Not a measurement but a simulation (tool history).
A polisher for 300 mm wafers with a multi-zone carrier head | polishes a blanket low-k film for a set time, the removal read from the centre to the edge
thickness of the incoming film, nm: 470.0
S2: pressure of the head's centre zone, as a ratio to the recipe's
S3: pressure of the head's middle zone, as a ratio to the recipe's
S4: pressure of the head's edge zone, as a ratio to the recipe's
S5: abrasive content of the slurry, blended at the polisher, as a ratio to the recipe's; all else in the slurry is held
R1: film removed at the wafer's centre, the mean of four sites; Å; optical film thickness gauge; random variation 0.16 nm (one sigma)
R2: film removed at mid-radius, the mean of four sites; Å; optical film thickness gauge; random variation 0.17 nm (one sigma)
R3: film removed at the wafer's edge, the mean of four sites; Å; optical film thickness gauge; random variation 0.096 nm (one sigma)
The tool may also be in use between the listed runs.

Run 1, hour 0: flow of slurry (ml/min) 225, S2 1, S3 1, S4 1, S5 1, polishing time (s) 89. Result: R1 291.45 Å, R2 294.2 Å, R3 294.48 Å.
Run 2, hour 6.8: flow of slurry (ml/min) 220, S2 0.98, S3 0.99, S4 0.97, S5 0.85, polishing time (s) 80. Result: R1 232.63 Å, R2 241.93 Å, R3 240.22 Å.
Run 3, hour 9.1: flow of slurry (ml/min) 215, S2 0.97, S3 0.98, S4 0.94, S5 0.75, polishing time (s) 75. Result: R1 203.15 Å, R2 211.85 Å, R3 210.14 Å.
Run 4, hour 15.6: flow of slurry (ml/min) 210, S2 0.96, S3 0.97, S4 0.91, S5 0.7, polishing time (s) 72. Result: R1 183.43 Å, R2 190.71 Å, R3 189.11 Å.
Run 5, hour 17.5: flow of slurry (ml/min) 205, S2 0.95, S3 0.97, S4 0.89, S5 0.65, polishing time (s) 71. Result: R1 174.16 Å, R2 180.47 Å, R3 173.38 Å.
Run 6, hour 22.2: flow of slurry (ml/min) 205, S2 0.95, S3 0.97, S4 0.96, S5 0.65, polishing time (s) 71. Result: R1 171.62 Å, R2 176.85 Å, R3 182.91 Å.
Run 7, hour 23.2: flow of slurry (ml/min) 190, S2 0.93, S3 0.96, S4 0.92, S5 0.6, polishing time (s) 71. Result: R1 160.91 Å, R2 166.71 Å, R3 169.2 Å.
Run 8, hour 30.9: flow of slurry (ml/min) 180, S2 0.91, S3 0.96, S4 0.9, S5 0.6, polishing time (s) 71. Result: R1 154.8 Å, R2 167.47 Å, R3 165.76 Å.
Run 9, hour 32.8: flow of slurry (ml/min) 175, S2 0.9, S3 0.95, S4 0.88, S5 0.6, polishing time (s) 71. Result: R1 153.87 Å, R2 163.67 Å, R3 166.09 Å.

The next listed run, before its measurement:
Run 10, hour 39: flow of slurry (ml/min) 175, S2 0.9, S3 0.95, S4 0.88, S5 0.6, polishing time (s) 71. Result: R1 ?, R2 ?, R3 ?.

{"run 10": {"R1": 148.67, "R2": 168.67, "R3": 164.71}}
